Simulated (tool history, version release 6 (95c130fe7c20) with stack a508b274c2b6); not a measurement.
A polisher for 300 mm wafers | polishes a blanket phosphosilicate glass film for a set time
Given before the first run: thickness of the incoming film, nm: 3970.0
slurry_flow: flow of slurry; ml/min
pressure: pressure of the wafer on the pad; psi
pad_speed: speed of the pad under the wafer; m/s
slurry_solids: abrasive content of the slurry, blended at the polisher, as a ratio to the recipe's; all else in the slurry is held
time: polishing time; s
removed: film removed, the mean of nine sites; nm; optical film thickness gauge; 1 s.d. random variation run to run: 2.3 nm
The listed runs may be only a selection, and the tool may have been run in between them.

run 1 hour=0 | slurry_flow=260 pressure=2.3 pad_speed=0.96 slurry_solids=1 time=40 | removed=221.91
run 2 hour=6.9 | slurry_flow=210 pressure=2.3 pad_speed=0.96 slurry_solids=1 time=40 | removed=213.1
run 3 hour=9.1 | slurry_flow=210 pressure=2.3 pad_speed=0.96 slurry_solids=0.9 time=40 | removed=205.87
run 4 hour=16.7 | slurry_flow=210 pressure=2.3 pad_speed=0.96 slurry_solids=0.9 time=35 | removed=182.08
run 5 hour=25 | slurry_flow=240 pressure=2.6 pad_speed=0.98 slurry_solids=0.9 time=35 | removed=210.78
run 6 hour=27.7 | slurry_flow=205 pressure=2.6 pad_speed=0.98 slurry_solids=0.9 time=35 | removed=206.53
run 7 hour=31 | slurry_flow=230 pressure=2.8 pad_speed=1.04 slurry_solids=0.9 time=35 | removed=234.86

Run 8 comes next. What will it give?
run 8 hour=39 | slurry_flow=250 pressure=3 pad_speed=1.08 slurry_solids=0.9 time=35 | removed=?

{"run 8": {"removed": 258.84}}
